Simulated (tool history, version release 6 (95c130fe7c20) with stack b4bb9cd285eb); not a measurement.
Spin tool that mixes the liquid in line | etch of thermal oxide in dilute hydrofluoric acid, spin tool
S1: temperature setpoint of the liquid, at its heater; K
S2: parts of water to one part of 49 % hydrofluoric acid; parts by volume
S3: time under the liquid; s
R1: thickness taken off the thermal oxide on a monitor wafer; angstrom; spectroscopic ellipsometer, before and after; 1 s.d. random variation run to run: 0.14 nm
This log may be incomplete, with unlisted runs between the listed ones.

| run | hour | S1 | S2 | S3 | R1 |
|---|---|---|---|---|---|
| 1 | 0.0 | 297.15 | 160 | 295 | 77.108 |
| 2 | 0.7 | 299.65 | 135 | 295 | 104.080 |
| 3 | 4.1 | 301.15 | 120 | 295 | 125.050 |
| 4 | 11.4 | 302.15 | 110 | 295 | 143.170 |
| 5 | 18.8 | 303.15 | 105 | 295 | 159.040 |
| 6 | 21.6 | 303.15 | 55 | 295 | 327.320 |

Run 7 comes next. What will it give?
| 7 | 29.4 | 300.65 | 65 | 295 | ? |

R1: 245.580 angstrom

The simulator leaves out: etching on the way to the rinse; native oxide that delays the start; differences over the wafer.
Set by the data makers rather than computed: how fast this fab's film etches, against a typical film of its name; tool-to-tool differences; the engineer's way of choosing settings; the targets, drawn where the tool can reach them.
